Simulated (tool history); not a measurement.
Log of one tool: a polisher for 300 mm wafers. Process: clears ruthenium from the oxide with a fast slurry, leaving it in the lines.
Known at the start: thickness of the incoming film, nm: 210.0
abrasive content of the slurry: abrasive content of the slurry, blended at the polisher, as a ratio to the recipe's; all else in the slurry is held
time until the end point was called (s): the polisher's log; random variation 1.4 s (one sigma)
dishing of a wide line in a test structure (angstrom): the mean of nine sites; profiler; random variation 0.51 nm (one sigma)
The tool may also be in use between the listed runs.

run  hour  flow of slurry (ml/min)  pressure of the wafer on the pad (kPa)  speed of the pad under the wafer (m/s)  abrasive content of the slurry  overpolish time after the end point (s)  time until the end point was called (s)  dishing of a wide line in a test structure (angstrom)
  1   0.0                      310                                    15.9                                    0.78                             1.0                                       28                                   75.668                                                 593.11
  2   1.5                      310                                    14.5                                    0.78                             1.0                                       23                                   82.418                                                 465.32
  3   7.9                      310                                    17.9                                    0.78                             1.0                                       23                                   66.710                                                 551.26
  4  13.5                      310                                    21.4                                    0.78                             1.0                                       23                                   57.649                                                 648.78
  5  21.2                      310                                    21.4                                    0.66                             1.0                                       23                                   67.670                                                 585.10
  6  30.0                      310                                    17.2                                    0.66                             1.0                                       23                                   80.713                                                 465.80

Run 7 comes next. What will it give?
  7  32.0                      310                                    15.9                                    0.66                             1.0                                       19                                        ?                                                      ?

Run 7 gave time until the end point was called (s) 89.011, dishing of a wide line in a test structure (angstrom) 377.92.
